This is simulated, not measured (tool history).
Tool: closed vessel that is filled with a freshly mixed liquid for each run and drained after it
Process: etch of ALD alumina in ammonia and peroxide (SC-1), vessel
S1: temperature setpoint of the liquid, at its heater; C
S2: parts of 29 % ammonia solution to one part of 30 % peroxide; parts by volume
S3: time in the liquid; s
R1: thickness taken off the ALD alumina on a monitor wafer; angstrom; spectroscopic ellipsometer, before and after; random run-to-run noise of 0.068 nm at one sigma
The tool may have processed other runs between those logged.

Run 1, day 0.000: S1 59.0 C, S2 0.45 parts by volume, S3 95 s. Result: R1 62.442 angstrom.
Run 2, day 0.379: S1 61.5 C, S2 0.45 parts by volume, S3 95 s. Result: R1 69.589 angstrom.
Run 3, day 0.738: S1 56.5 C, S2 0.45 parts by volume, S3 95 s. Result: R1 53.765 angstrom.
Run 4, day 1.088: S1 56.5 C, S2 0.45 parts by volume, S3 95 s. Result: R1 54.003 angstrom.
Run 5, day 1.154: S1 60.0 C, S2 0.45 parts by volume, S3 95 s. Result: R1 63.969 angstrom.
Run 6, day 1.500: S1 62.5 C, S2 0.45 parts by volume, S3 95 s. Result: R1 73.518 angstrom.
Run 7, day 1.546: S1 64.0 C, S2 0.45 parts by volume, S3 95 s. Result: R1 78.770 angstrom.
Run 8, day 1.812: S1 65.0 C, S2 0.45 parts by volume, S3 95 s. Result: R1 83.384 angstrom.

Run 9 comes next. What will it give?
Run 9, day 2.000: S1 66.0 C, S2 0.45 parts by volume, S3 95 s. Result: R1 ?.

R1: 87.103 angstrom
